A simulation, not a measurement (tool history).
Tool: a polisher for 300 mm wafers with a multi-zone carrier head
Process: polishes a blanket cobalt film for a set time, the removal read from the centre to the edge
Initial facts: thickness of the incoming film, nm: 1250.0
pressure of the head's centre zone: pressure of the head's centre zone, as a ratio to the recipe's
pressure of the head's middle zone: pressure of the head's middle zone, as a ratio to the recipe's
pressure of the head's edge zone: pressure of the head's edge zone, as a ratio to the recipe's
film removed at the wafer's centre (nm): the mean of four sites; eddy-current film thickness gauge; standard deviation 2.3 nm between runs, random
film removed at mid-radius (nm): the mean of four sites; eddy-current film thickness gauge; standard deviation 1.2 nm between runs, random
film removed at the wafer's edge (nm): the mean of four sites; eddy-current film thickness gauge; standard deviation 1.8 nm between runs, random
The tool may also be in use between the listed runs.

run	day	flow of slurry (ml/min)	pressure of the head's centre zone	pressure of the head's middle zone	pressure of the head's edge zone	polishing time (s)	film removed at the wafer's centre (nm)	film removed at mid-radius (nm)	film removed at the wafer's edge (nm)
1	0	160	1	1	1	47	288.77	301.72	292.45
2	0.262	145	0.95	0.96	0.97	44	252.27	269.89	272.75
3	0.571	145	0.89	0.96	0.97	44	249.89	267.55	271.87
4	0.754	145	0.89	1.02	0.97	44	246.28	284.28	273.42
5	1.008	135	0.87	0.99	0.96	41	221.1	253.84	251.56
6	1.179	135	0.87	0.99	0.96	46	247.02	288.23	275.41
7	1.329	125	0.85	0.96	0.95	43	227.42	258.62	257.17
8	1.625	115	0.84	0.95	0.95	40	206.33	232.77	237.04
9	1.767	110	0.83	0.94	0.96	39	194.51	224.97	233.41
# day 1.846: worn pad replaced by a new one
10	1.846	105	0.83	0.93	0.95	38	206.94	237.68	252.05
11	1.979	130	0.82	0.94	0.98	37	206.79	242.15	255.23
12	2.221	120	0.82	0.93	0.96	36	197.99	228.44	239.24
13	2.596	120	0.82	0.93	0.96	36	202.24	229.62	238.63
14	2.779	115	0.82	0.93	0.96	34	187.38	216.48	226.4

What will run 15 give?
15	3.021	110	0.82	0.92	0.95	34	?	?	?

film removed at the wafer's centre (nm): 185.59
film removed at mid-radius (nm): 209.21
film removed at the wafer's edge (nm): 221.58
